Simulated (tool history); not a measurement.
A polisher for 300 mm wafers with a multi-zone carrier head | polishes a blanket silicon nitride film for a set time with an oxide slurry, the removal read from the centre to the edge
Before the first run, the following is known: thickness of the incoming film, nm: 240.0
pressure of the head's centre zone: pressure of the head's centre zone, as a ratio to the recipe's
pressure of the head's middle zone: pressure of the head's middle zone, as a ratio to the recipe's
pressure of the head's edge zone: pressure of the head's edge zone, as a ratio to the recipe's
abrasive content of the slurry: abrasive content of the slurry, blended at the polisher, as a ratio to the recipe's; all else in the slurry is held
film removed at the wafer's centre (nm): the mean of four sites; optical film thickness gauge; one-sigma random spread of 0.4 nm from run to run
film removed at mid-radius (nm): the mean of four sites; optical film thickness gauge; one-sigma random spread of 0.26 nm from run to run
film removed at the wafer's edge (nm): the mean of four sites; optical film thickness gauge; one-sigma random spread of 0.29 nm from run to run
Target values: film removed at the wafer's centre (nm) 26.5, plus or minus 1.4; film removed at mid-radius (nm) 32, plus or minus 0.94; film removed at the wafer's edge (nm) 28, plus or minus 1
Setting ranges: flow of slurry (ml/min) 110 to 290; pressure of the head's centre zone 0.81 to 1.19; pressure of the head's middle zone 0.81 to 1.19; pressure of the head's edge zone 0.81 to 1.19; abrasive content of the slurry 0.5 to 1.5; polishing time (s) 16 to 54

run    day  flow of slurry (ml/min)  pressure of the head's centre zone  pressure of the head's middle zone  pressure of the head's edge zone  abrasive content of the slurry  polishing time (s)  film removed at the wafer's centre (nm)  film removed at mid-radius (nm)  film removed at the wafer's edge (nm)
  1      0                      185                                   1                                   1                                 1                               1                  35                                   26.084                           25.397                                 24.979
  2   0.35                      185                                   1                                   1                                 1                             1.1                  35                                   26.613                           26.364                                 25.509
  3   0.45                      185                                   1                                   1                                 1                             1.1                  40                                   30.075                           30.492                                 29.383
  4  0.579                      185                                   1                                   1                                 1                            1.05                  40                                   30.067                           29.908                                 28.575
  5  0.842                      185                                0.97                                1.02                                 1                            1.05                  40                                   28.643                           29.979                                 29.249
  6  1.104                      185                                1.05                                1.02                                 1                            1.05                  40                                   31.536                           30.607                                 28.989
  7  1.388                      180                                1.02                                1.05                              0.98                            1.05                  40                                   30.615                           31.299                                 28.436
  8   1.75                      175                                0.99                                1.07                              0.98                            1.05                  40                                    29.88                           31.069                                 28.773
  9  2.058                      180                                0.96                                1.09                              0.96                            1.05                  40                                   28.775                           32.211                                 28.263
 10  2.088                      180                                0.95                                1.09                              0.96                            1.05                  40                                   28.299                           31.874                                 28.715

Below are 5 possible settings for the next run. Only one of them brings all results inside the allowed miss of their targets. Which is it?
  A  2.117                      170                                0.99                                0.98                              1.01                            1.15                  40                                        ?                                ?                                      ?
  B  2.117                      165                                0.81                                1.17                              0.94                               1                  41                                        ?                                ?                                      ?
  C  2.117                      205                                0.91                                1.14                                 1                            0.95                  40                                        ?                                ?                                      ?
  D  2.117                      165                                1.01                                1.06                              0.95                             1.3                  38                                        ?                                ?                                      ?
  E  2.117                      125                                1.01                                0.99                              0.87                            0.95                  46                                        ?                                ?                                      ?

move  film removed at the wafer's centre (nm)  film removed at mid-radius (nm)  film removed at the wafer's edge (nm)
   A                                   29.949                           29.914                                 30.182
   B                                   23.537                           33.495                                 28.046
   C                                   26.326                            32.41                                 28.308
   D                                   30.274                           31.676                                 29.081
   E                                   29.978                           29.879                                 28.482
A: lands further from the targets than the last run did
B: takes the result that was furthest off past its target
C: in spec on every target
D: lands further from the targets than the last run did
E: lands further from the targets than the last run did
Answer: C

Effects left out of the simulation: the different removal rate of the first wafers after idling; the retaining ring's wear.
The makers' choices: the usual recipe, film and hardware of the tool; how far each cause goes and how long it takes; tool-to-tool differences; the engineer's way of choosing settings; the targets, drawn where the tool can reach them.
